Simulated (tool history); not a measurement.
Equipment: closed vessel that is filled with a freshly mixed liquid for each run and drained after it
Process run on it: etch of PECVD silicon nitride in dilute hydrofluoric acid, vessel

run  hour  temperature setpoint of the liquid (°C)  parts of water to one part of 49 % hydrofluoric acid (parts by volume)  time in the liquid (s)  thickness taken off the PECVD silicon nitride on a monitor wafer (nm)
  1     0                                       21                                                                     140                     415                                                                 9.3972
  2   4.3                                       21                                                                     140                     440                                                                 10.008
  3   4.9                                       21                                                                     140                     440                                                                 10.016
  4   8.6                                       20                                                                     145                     440                                                                  8.978
  5  11.3                                     19.5                                                                     145                     440                                                                 8.7872
  6  19.8                                       19                                                                     145                     440                                                                 8.3763

Predict the results of run 7:
  7  25.3                                     18.5                                                                     145                     440                                                                      ?

thickness taken off the PECVD silicon nitride on a monitor wafer (nm): 8.1687

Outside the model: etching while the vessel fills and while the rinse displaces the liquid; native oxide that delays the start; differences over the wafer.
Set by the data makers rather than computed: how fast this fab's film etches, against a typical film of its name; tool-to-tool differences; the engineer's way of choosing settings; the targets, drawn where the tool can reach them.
